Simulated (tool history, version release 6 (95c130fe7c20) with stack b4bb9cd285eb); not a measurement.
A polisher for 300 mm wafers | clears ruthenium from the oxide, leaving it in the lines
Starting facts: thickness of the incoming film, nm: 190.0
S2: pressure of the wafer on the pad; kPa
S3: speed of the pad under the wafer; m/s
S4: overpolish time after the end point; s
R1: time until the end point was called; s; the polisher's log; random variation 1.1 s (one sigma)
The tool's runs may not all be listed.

{"run": 1, "hour": 0.0, "flow of slurry (ml/min)": 210, "S2": 16.5, "S3": 1.18, "S4": 15, "R1": 129.79}
{"run": 2, "hour": 1.8, "flow of slurry (ml/min)": 210, "S2": 17.2, "S3": 1.18, "S4": 15, "R1": 126.26}
{"run": 3, "hour": 9.2, "flow of slurry (ml/min)": 210, "S2": 17.9, "S3": 1.18, "S4": 15, "R1": 122.47}
{"run": 4, "hour": 15.6, "flow of slurry (ml/min)": 210, "S2": 17.9, "S3": 1.18, "S4": 15, "R1": 123.57}
{"run": 5, "hour": 19.9, "flow of slurry (ml/min)": 210, "S2": 18.6, "S3": 1.2, "S4": 15, "R1": 115.7}
{"run": 6, "hour": 24.1, "flow of slurry (ml/min)": 210, "S2": 19.3, "S3": 1.2, "S4": 15, "R1": 110.23}
{"run": 7, "hour": 27.6, "flow of slurry (ml/min)": 210, "S2": 20, "S3": 1.2, "S4": 15, "R1": 107.42}
{"run": 8, "hour": 32.1, "flow of slurry (ml/min)": 210, "S2": 24.1, "S3": 1.24, "S4": 15, "R1": 90.734}

What does the tool deliver on the next run?
{"run": 9, "hour": 35.6, "flow of slurry (ml/min)": 210, "S2": 24.1, "S3": 1.26, "S4": 15, "R1": "?"}

{"run 9": {"R1": 86.509}}
